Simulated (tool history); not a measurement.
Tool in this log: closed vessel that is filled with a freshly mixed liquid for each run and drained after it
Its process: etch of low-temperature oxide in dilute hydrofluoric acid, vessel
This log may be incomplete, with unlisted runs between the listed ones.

run	hour	temperature setpoint of the liquid (C)	parts of water to one part of 49 % hydrofluoric acid (parts by volume)	time in the liquid (s)	thickness taken off the low-temperature oxide on a monitor wafer (Å)
1	0.0	21.0	55	95	401.65
2	5.8	21.0	55	105	444.61
3	14.2	21.0	70	105	342.15
4	18.1	21.0	60	105	404.21
5	19.0	18.5	60	105	362.49
6	24.0	18.5	60	105	365.33
7	31.3	18.5	65	105	337.73
8	37.0	17.5	70	105	296.77

Predict the results of run 9:
9	38.9	17.0	75	105	?

Run 9 produced thickness taken off the low-temperature oxide on a monitor wafer (Å) 269.07.

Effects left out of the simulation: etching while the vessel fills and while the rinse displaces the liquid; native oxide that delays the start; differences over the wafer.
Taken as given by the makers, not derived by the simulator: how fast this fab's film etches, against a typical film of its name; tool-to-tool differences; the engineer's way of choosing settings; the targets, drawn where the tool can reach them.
